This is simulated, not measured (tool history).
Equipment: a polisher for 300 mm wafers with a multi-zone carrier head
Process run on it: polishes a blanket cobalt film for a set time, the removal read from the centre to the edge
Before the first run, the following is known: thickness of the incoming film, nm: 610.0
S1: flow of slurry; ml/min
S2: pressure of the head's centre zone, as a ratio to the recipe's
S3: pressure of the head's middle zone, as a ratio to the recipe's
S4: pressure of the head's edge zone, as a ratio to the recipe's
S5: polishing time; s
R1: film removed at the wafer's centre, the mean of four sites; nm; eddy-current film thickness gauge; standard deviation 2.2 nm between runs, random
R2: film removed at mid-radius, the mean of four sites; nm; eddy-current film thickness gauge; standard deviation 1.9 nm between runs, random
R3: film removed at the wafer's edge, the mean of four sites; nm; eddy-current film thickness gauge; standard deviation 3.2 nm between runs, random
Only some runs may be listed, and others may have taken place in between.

run,hour,S1,S2,S3,S4,S5,R1,R2,R3
1,0,270,1,1,1,35,234.81,244.62,247.27
2,1.7,265,1,0.96,0.98,34,235.2,231.47,236.22
3,9.8,265,1,0.96,0.98,40,269.77,268.47,274.68
4,11.2,260,0.98,0.92,0.98,38,254.61,247.84,260.07
5,14.3,260,0.98,0.92,0.98,43,286.18,283.88,291.2
6,20.7,260,0.98,0.92,1.06,43,287.7,275.15,312.29
7,24.8,255,0.97,0.9,1.04,40,256.96,250.23,285.2
8,32.1,250,0.97,0.88,1.02,38,254.04,236.74,270.9
9,37.4,250,0.96,0.87,1,36,231.6,220.17,242.87
10,44.7,245,0.95,0.85,1,36,229.01,214,247.88
11,46,240,0.95,0.84,0.98,36,227.42,214.73,241.14

The next listed run, before its measurement:
12,51.5,235,0.95,0.83,0.97,35,?,?,?

Run 12 produced R1 220.26 nm, R2 204.05 nm, R3 233.66 nm.
